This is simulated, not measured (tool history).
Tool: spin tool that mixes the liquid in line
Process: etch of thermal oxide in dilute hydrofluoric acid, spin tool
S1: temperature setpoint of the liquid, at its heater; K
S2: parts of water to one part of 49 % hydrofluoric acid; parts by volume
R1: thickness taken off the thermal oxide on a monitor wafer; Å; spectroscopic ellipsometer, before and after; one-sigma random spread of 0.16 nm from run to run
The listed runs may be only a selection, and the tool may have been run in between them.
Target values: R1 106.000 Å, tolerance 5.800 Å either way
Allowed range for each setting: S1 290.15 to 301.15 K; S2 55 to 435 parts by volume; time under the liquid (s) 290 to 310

run 1 hour=0.0 | S1=293.15 S2=245 time_under_the_liquid_(s)=290 | R1=40.514
run 2 hour=1.2 | S1=293.65 S2=230 time_under_the_liquid_(s)=290 | R1=45.740
run 3 hour=4.4 | S1=294.15 S2=220 time_under_the_liquid_(s)=290 | R1=49.224
run 4 hour=6.7 | S1=296.65 S2=220 time_under_the_liquid_(s)=290 | R1=52.731
run 5 hour=10.7 | S1=296.65 S2=220 time_under_the_liquid_(s)=290 | R1=53.539
run 6 hour=15.6 | S1=297.15 S2=210 time_under_the_liquid_(s)=290 | R1=56.644
run 7 hour=18.3 | S1=297.15 S2=210 time_under_the_liquid_(s)=290 | R1=56.834
run 8 hour=22.4 | S1=297.65 S2=200 time_under_the_liquid_(s)=290 | R1=61.970
-- hour=24.9 hydrofluoric acid flow meter replaced
run 9 hour=24.9 | S1=297.65 S2=190 time_under_the_liquid_(s)=290 | R1=72.876
run 10 hour=33.8 | S1=297.65 S2=185 time_under_the_liquid_(s)=290 | R1=74.581
run 11 hour=39.6 | S1=297.65 S2=180 time_under_the_liquid_(s)=290 | R1=76.871
run 12 hour=47.1 | S1=297.65 S2=175 time_under_the_liquid_(s)=290 | R1=80.471
run 13 hour=53.8 | S1=297.65 S2=170 time_under_the_liquid_(s)=290 | R1=84.631
run 14 hour=60.6 | S1=298.65 S2=155 time_under_the_liquid_(s)=290 | R1=95.406

Which of these 5 next moves meets every target?
run A hour=67.4 | S1=300.15 S2=160 time_under_the_liquid_(s)=310 | R1=?
run B hour=67.4 | S1=299.65 S2=165 time_under_the_liquid_(s)=290 | R1=?
run C hour=67.4 | S1=297.65 S2=150 time_under_the_liquid_(s)=290 | R1=?
run D hour=67.4 | S1=301.15 S2=170 time_under_the_liquid_(s)=295 | R1=?
run E hour=67.4 | S1=300.65 S2=185 time_under_the_liquid_(s)=290 | R1=?

move=A R1=102.930
move=B R1=91.118
move=C R1=94.646
move=D R1=94.455
move=E R1=82.305
A: every result within its allowed miss
B: the biggest miss grows against the last run
C: the biggest miss grows against the last run
D: the biggest miss grows against the last run
E: the biggest miss grows against the last run
Correct choice: A, which meets every target
